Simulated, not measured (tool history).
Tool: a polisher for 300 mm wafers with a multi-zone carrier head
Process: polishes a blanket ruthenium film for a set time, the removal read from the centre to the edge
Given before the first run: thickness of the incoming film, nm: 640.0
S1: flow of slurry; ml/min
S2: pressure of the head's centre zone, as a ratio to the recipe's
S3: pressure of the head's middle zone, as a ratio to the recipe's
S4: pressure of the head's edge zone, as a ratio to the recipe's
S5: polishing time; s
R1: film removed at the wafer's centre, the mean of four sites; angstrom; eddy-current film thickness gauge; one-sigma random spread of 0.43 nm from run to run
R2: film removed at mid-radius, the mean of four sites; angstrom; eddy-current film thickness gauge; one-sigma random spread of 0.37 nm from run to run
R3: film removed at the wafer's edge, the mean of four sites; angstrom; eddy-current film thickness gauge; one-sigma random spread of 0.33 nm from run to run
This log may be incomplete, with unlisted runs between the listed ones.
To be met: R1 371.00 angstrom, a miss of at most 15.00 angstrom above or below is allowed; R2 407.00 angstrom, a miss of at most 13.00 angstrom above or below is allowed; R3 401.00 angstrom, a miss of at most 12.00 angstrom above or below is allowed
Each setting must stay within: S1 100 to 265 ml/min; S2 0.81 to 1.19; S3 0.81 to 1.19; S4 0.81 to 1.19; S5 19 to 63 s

{"run": 1, "hour": 0.0, "S1": 170, "S2": 1.0, "S3": 1.0, "S4": 1.0, "S5": 41, "R1": 429.9, "R2": 419.29, "R3": 426.58}
{"run": 2, "hour": 8.6, "S1": 195, "S2": 1.0, "S3": 1.0, "S4": 1.0, "S5": 41, "R1": 437.92, "R2": 436.14, "R3": 431.05}
{"run": 3, "hour": 10.6, "S1": 185, "S2": 0.98, "S3": 1.0, "S4": 0.99, "S5": 41, "R1": 422.12, "R2": 428.82, "R3": 426.46}
{"run": 4, "hour": 16.2, "S1": 175, "S2": 0.97, "S3": 1.0, "S4": 0.98, "S5": 41, "R1": 416.52, "R2": 431.9, "R3": 424.75}
{"run": 5, "hour": 21.7, "S1": 175, "S2": 0.97, "S3": 1.06, "S4": 0.98, "S5": 41, "R1": 417.8, "R2": 450.15, "R3": 420.97}
{"run": 6, "hour": 29.9, "S1": 165, "S2": 0.96, "S3": 1.05, "S4": 0.98, "S5": 41, "R1": 406.68, "R2": 438.87, "R3": 415.86}
{"run": 7, "hour": 37.9, "S1": 165, "S2": 0.96, "S3": 1.05, "S4": 0.98, "S5": 41, "R1": 410.53, "R2": 440.41, "R3": 418.61}
{"run": 8, "hour": 46.6, "S1": 155, "S2": 0.95, "S3": 1.04, "S4": 0.98, "S5": 41, "R1": 390.35, "R2": 432.66, "R3": 418.48}
{"run": 9, "hour": 47.8, "S1": 150, "S2": 0.95, "S3": 1.04, "S4": 0.97, "S5": 41, "R1": 394.05, "R2": 424.36, "R3": 409.92}
{"run": 10, "hour": 55.2, "S1": 145, "S2": 0.94, "S3": 1.04, "S4": 0.97, "S5": 41, "R1": 380.02, "R2": 420.18, "R3": 409.3}
{"run": 11, "hour": 57.5, "S1": 140, "S2": 0.94, "S3": 1.04, "S4": 0.97, "S5": 41, "R1": 377.81, "R2": 423.74, "R3": 407.0}

4 candidate next runs follow, results not yet known. Just one meets every target within its allowed miss. Identify it.
{"run": "A", "hour": 59.8, "S1": 180, "S2": 0.92, "S3": 1.12, "S4": 0.94, "S5": 40, "R1": "?", "R2": "?", "R3": "?"}
{"run": "B", "hour": 59.8, "S1": 105, "S2": 0.94, "S3": 1.11, "S4": 0.95, "S5": 44, "R1": "?", "R2": "?", "R3": "?"}
{"run": "C", "hour": 59.8, "S1": 130, "S2": 0.94, "S3": 1.04, "S4": 1.0, "S5": 40, "R1": "?", "R2": "?", "R3": "?"}
{"run": "D", "hour": 59.8, "S1": 150, "S2": 0.89, "S3": 1.0, "S4": 1.0, "S5": 42, "R1": "?", "R2": "?", "R3": "?"}

move=A R1=386.74 R2=457.45 R3=403.04
move=B R1=377.88 R2=441.26 R3=408.43
move=C R1=366.81 R2=402.02 R3=396.38
move=D R1=377.73 R2=421.62 R3=425.93
A: the biggest miss grows against the last run
B: the biggest miss grows against the last run
C: hits every target within its allowed miss
D: the biggest miss grows against the last run
So the answer is move C, the one that meets all the targets.
